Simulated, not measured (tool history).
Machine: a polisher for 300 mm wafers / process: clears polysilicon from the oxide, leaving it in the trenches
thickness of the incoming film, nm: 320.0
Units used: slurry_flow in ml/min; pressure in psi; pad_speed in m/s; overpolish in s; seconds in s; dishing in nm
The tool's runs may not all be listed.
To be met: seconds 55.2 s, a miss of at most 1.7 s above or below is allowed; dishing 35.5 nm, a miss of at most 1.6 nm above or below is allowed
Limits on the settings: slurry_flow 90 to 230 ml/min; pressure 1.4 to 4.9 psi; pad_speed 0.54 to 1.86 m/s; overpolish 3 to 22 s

Run 1, day 0: slurry_flow 150 ml/min, pressure 3.1 psi, pad_speed 1.18 m/s, overpolish 11 s. Result: seconds 18.833 s, dishing 43.379 nm.
Run 2, day 0.225: slurry_flow 150 ml/min, pressure 3.1 psi, pad_speed 1.38 m/s, overpolish 11 s. Result: seconds 16.2 s, dishing 43.474 nm.
Run 3, day 0.45: slurry_flow 150 ml/min, pressure 3.6 psi, pad_speed 1.38 m/s, overpolish 11 s. Result: seconds 14.161 s, dishing 43.397 nm.
Run 4, day 0.642: slurry_flow 175 ml/min, pressure 3.6 psi, pad_speed 1.38 m/s, overpolish 11 s. Result: seconds 13.991 s, dishing 43.603 nm.
Run 5, day 1: slurry_flow 150 ml/min, pressure 3.6 psi, pad_speed 1.38 m/s, overpolish 11 s. Result: seconds 14.181 s, dishing 43.378 nm.
Run 6, day 1.083: slurry_flow 140 ml/min, pressure 3.2 psi, pad_speed 1.22 m/s, overpolish 10 s. Result: seconds 17.945 s, dishing 42.773 nm.
Run 7, day 1.142: slurry_flow 140 ml/min, pressure 3.2 psi, pad_speed 1.22 m/s, overpolish 10 s. Result: seconds 18.015 s, dishing 43.341 nm.
Run 8, day 1.508: slurry_flow 130 ml/min, pressure 2.9 psi, pad_speed 1.1 m/s, overpolish 9 s. Result: seconds 21.897 s, dishing 42.031 nm.
Run 9, day 1.838: slurry_flow 125 ml/min, pressure 2.6 psi, pad_speed 1 m/s, overpolish 8 s. Result: seconds 26.545 s, dishing 40.136 nm.
Run 10, day 1.892: slurry_flow 125 ml/min, pressure 2.4 psi, pad_speed 0.92 m/s, overpolish 7 s. Result: seconds 31.402 s, dishing 36.535 nm.
Run 11, day 2.217: slurry_flow 120 ml/min, pressure 2.2 psi, pad_speed 0.86 m/s, overpolish 8 s. Result: seconds 35.941 s, dishing 35.409 nm.
Run 12, day 2.408: slurry_flow 115 ml/min, pressure 2.2 psi, pad_speed 0.82 m/s, overpolish 11 s. Result: seconds 38.195 s, dishing 39.079 nm.

Of the 4 settings listed for the next run, only one would bring every result within its allowed miss of target. Which one?
Run A, day 2.6: slurry_flow 100 ml/min, pressure 2.1 psi, pad_speed 0.56 m/s, overpolish 16 s. Result: seconds ?, dishing ?.
Run B, day 2.6: slurry_flow 145 ml/min, pressure 1.4 psi, pad_speed 0.72 m/s, overpolish 13 s. Result: seconds ?, dishing ?.
Run C, day 2.6: slurry_flow 105 ml/min, pressure 1.9 psi, pad_speed 0.62 m/s, overpolish 16 s. Result: seconds ?, dishing ?.
Run D, day 2.6: slurry_flow 90 ml/min, pressure 2.2 psi, pad_speed 0.54 m/s, overpolish 12 s. Result: seconds ?, dishing ?.

move  seconds  dishing
   A   54.499   38.742
   B   60.213   35.076
   C   54.735   38.699
   D   55.392   35.123
A: brings the last run's worst result on target, with another outside its allowed miss
B: moves the result that the last run missed by most past its target, out the other side
C: brings the last run's worst result on target, with another outside its allowed miss
D: each result inside its tolerance
Go with D: it meets all targets.

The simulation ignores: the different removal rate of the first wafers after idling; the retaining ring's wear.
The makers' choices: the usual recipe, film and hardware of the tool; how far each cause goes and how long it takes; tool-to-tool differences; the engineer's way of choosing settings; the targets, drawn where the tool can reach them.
